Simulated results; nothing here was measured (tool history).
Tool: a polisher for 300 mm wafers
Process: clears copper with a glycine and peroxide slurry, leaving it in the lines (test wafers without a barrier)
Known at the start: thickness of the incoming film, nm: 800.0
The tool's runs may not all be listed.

| run | hour | flow of slurry (ml/min) | pressure of the wafer on the pad (psi) | speed of the pad under the wafer (cm/s) | overpolish time after the end point (s) | time until the end point was called (s) | dishing of a wide line in a test structure (nm) |
|---|---|---|---|---|---|---|---|
| 1 | 0.0 | 260 | 3.4 | 76 | 19 | 154.43 | 66.951 |
| 2 | 7.3 | 260 | 3.4 | 76 | 24 | 148.57 | 78.699 |
| 3 | 14.5 | 260 | 3.4 | 82 | 24 | 144.86 | 80.678 |
| 4 | 18.8 | 260 | 3.4 | 64 | 24 | 173.21 | 74.798 |
| 5 | 22.1 | 260 | 2.8 | 64 | 24 | 189.79 | 69.330 |
| 6 | 25.7 | 260 | 2.8 | 64 | 28 | 189.95 | 75.376 |
| 7 | 31.0 | 260 | 3.2 | 68 | 23 | 171.97 | 73.865 |
| 8 | 35.7 | 260 | 3.4 | 72 | 19 | 158.15 | 65.658 |
| 9 | 36.8 | 260 | 3.6 | 74 | 17 | 149.03 | 64.059 |

Forecast run 10:
| 10 | 44.4 | 260 | 3.7 | 76 | 16 | ? | ? |

time until the end point was called (s): 142.68
dishing of a wide line in a test structure (nm): 62.597

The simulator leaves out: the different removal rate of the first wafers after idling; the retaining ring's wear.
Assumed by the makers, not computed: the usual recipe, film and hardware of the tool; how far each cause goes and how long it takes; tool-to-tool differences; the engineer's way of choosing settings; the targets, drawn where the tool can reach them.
